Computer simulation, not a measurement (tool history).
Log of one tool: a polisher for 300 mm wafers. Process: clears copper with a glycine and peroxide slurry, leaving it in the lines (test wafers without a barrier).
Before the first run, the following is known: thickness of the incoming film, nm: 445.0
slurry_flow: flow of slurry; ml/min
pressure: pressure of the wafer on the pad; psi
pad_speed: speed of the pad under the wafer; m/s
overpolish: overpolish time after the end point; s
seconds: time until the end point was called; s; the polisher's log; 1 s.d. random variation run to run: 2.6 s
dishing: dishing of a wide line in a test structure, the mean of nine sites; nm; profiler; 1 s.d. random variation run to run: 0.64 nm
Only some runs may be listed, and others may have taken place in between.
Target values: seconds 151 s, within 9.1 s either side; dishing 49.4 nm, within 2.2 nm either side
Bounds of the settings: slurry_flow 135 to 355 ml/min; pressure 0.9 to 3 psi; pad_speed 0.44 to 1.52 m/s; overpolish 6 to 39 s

run  hour  slurry_flow  pressure  pad_speed  overpolish  seconds  dishing
  1     0          225       1.9       0.98          20   149.54   36.815
  2   6.2          225       2.3       0.98          20   139.41   40.245
  3   7.3          275       2.3       0.98          20    129.8   41.015
  4  13.9          255       2.3       0.96          22   132.83   43.774
  5  15.2          235       2.2       0.94          24   137.48   44.867
  6  17.4          220       2.1       0.94          26   149.47   46.648
  7    26          215       2.1       0.94          26   148.56    47.02
  8  31.8          210       2.1       0.94          26   146.38   45.445
     37.9  -- worn pad replaced by a new one
  9  37.9          205       2.1       0.94          27   130.44   54.054
 10  39.2          225         2       0.94          28   134.65   53.883
 11  47.1          210       1.9       0.94          28   141.14   51.435

Which one of the following 5 next-run settings gets every result inside its allowed miss? There is exactly one.
  A    55          190         2       1.08          24        ?        ?
  B    55          210         2       0.72          34        ?        ?
  C    55          205         2       0.78          32        ?        ?
  D    55          255       1.7        0.9          29        ?        ?
  E    55          240       1.8       0.92          31        ?        ?

move  seconds  dishing
   A   130.12   48.964
   B   164.52   54.363
   C   157.64   53.424
   D   155.61   49.581
   E   149.32   53.792
A: lands further from the targets than the last run did
B: pushes the last run's worst result past its target
C: the furthest-off result lands on target, but another misses its tolerance
D: in spec on every target
E: the furthest-off result lands on target, but another misses its tolerance
D meets every target.
